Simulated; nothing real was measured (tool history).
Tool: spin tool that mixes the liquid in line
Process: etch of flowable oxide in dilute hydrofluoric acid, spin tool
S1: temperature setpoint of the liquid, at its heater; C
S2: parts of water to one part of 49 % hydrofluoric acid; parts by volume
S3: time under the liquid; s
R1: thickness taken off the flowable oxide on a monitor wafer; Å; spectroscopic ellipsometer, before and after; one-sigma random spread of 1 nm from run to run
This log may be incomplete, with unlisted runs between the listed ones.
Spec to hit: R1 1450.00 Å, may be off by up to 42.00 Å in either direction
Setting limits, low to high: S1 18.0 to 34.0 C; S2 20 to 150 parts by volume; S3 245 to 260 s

Run 1, hour 0.0: S1 26.0 C, S2 85 parts by volume, S3 245 s. Result: R1 957.64 Å.
Run 2, hour 6.5: S1 26.0 C, S2 85 parts by volume, S3 260 s. Result: R1 1017.40 Å.
Run 3, hour 7.7: S1 27.5 C, S2 85 parts by volume, S3 260 s. Result: R1 1076.70 Å.
Run 4, hour 11.2: S1 30.5 C, S2 85 parts by volume, S3 260 s. Result: R1 1219.20 Å.
Run 5, hour 12.8: S1 27.5 C, S2 85 parts by volume, S3 260 s. Result: R1 1071.60 Å.
Run 6, hour 15.8: S1 28.5 C, S2 85 parts by volume, S3 260 s. Result: R1 1109.70 Å.
Run 7, hour 21.7: S1 29.5 C, S2 85 parts by volume, S3 260 s. Result: R1 1153.50 Å.
Run 8, hour 27.9: S1 30.0 C, S2 85 parts by volume, S3 260 s. Result: R1 1180.90 Å.
Run 9, hour 32.5: S1 30.5 C, S2 85 parts by volume, S3 260 s. Result: R1 1211.00 Å.
Run 10, hour 37.7: S1 31.0 C, S2 85 parts by volume, S3 260 s. Result: R1 1244.30 Å.
Run 11, hour 42.5: S1 31.0 C, S2 85 parts by volume, S3 260 s. Result: R1 1244.00 Å.
Run 12, hour 51.1: S1 31.5 C, S2 85 parts by volume, S3 260 s. Result: R1 1255.70 Å.
Run 13, hour 53.5: S1 32.0 C, S2 85 parts by volume, S3 260 s. Result: R1 1275.00 Å.

Below are 5 possible settings for the next run. Only one of them brings all results inside the allowed miss of their targets. Which is it?
Run A, hour 55.9: S1 29.0 C, S2 65 parts by volume, S3 260 s. Result: R1 ?.
Run B, hour 55.9: S1 33.5 C, S2 75 parts by volume, S3 245 s. Result: R1 ?.
Run C, hour 55.9: S1 31.5 C, S2 70 parts by volume, S3 260 s. Result: R1 ?.
Run D, hour 55.9: S1 34.0 C, S2 75 parts by volume, S3 260 s. Result: R1 ?.
Run E, hour 55.9: S1 31.0 C, S2 65 parts by volume, S3 245 s. Result: R1 ?.

move       R1
   A  1542.60
   B  1472.70
   C  1565.40
   D  1592.10
   E  1570.50
A: takes the result that was furthest off past its target
B: every result lands within tolerance
C: takes the result that was furthest off past its target
D: takes the result that was furthest off past its target
E: takes the result that was furthest off past its target
The right move is B.

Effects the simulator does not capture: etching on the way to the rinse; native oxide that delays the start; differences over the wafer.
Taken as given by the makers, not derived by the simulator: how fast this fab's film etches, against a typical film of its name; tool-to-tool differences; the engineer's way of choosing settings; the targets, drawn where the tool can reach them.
